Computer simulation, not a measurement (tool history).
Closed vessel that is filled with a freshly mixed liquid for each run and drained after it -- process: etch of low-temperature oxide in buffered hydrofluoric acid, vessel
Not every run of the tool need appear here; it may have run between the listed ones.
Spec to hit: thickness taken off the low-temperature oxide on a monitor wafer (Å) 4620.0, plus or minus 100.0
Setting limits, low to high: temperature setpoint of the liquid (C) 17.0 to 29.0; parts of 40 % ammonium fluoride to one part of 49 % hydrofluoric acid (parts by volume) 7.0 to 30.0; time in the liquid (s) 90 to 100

run,day,temperature setpoint of the liquid (C),parts of 40 % ammonium fluoride to one part of 49 % hydrofluoric acid (parts by volume),time in the liquid (s),thickness taken off the low-temperature oxide on a monitor wafer (Å)
1,0.000,21.0,20.0,90,1987.2
2,0.033,23.0,20.0,90,2217.1
3,0.233,24.5,17.5,90,2751.8
4,0.312,22.5,17.5,90,2462.5
5,0.646,19.0,17.5,90,2043.7
6,0.933,19.0,17.5,90,2012.3
7,1.054,21.5,16.0,90,2536.6
8,1.396,23.5,15.0,90,3022.6
9,1.688,25.0,14.5,90,3388.0
10,1.929,26.0,14.0,90,3734.3
11,1.979,26.5,14.0,90,3827.4
12,2.221,27.0,14.0,90,3944.6
13,2.596,27.5,14.0,90,3992.5

Below are 4 possible settings for the next run. Only one of them brings all results inside the allowed miss of their targets. Which is it?
A,2.971,26.5,12.0,100,?
B,2.971,27.0,12.5,100,?
C,2.971,28.5,13.5,95,?
D,2.971,29.0,14.5,95,?

move,thickness taken off the low-temperature oxide on a monitor wafer (Å)
A,4932.5
B,4868.4
C,4646.4
D,4448.6
A: moves the result that the last run missed by most past its target, out the other side
B: moves the result that the last run missed by most past its target, out the other side
C: meets every target
D: better than the last run, though not everything is in spec
Answer: C

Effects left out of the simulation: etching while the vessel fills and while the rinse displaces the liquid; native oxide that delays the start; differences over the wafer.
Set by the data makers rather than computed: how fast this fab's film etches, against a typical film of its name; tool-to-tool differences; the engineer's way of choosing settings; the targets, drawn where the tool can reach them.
